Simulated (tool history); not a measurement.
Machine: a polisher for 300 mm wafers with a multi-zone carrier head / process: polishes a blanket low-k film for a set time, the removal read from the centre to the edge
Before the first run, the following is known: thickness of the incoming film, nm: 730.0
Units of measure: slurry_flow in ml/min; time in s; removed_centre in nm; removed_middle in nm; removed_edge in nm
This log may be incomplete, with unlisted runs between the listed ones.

run  hour  slurry_flow  centre_zone  middle_zone  edge_zone  slurry_solids  time  removed_centre  removed_middle  removed_edge
  1     0          185            1            1          1              1    33          18.777          19.396        18.877
  2   1.4          175         0.96         0.98       0.96           0.85    31          15.633          16.414        16.047
  3   8.1          175         0.96         1.01       0.96           0.85    31          15.785          16.835        16.073
  4  15.3          165         0.92         0.99       0.93           0.75    30          13.645          14.775        14.229
  5  23.2          155         0.89         0.98       0.91            0.7    30          12.323          14.056        13.486
  6  25.4          155         0.97         0.98       0.91            0.7    30          13.525          14.115        13.167
  7  31.8          145         0.93         0.95       0.89           0.65    30          12.192          12.927        12.522
  8  33.5          135         0.91         0.94       0.87           0.65    30           11.78          12.467        12.279
  9  38.9          130         0.89         0.94       0.86            0.6    30          10.712          11.997        11.557
 10  43.1          125         0.88         0.93       0.85            0.6    30          10.583          11.912        11.372
 11  44.3          125         0.88         0.93       0.85            0.6    30          10.462          11.618        11.435
 12    52          120         0.87         0.93       0.84            0.6    30          10.187          11.733        11.262

Forecast run 13:
 13  56.6          120         0.87         0.92       0.84            0.6    30               ?               ?             ?

{"run 13": {"removed_centre": 10.164, "removed_middle": 11.751, "removed_edge": 11.336}}
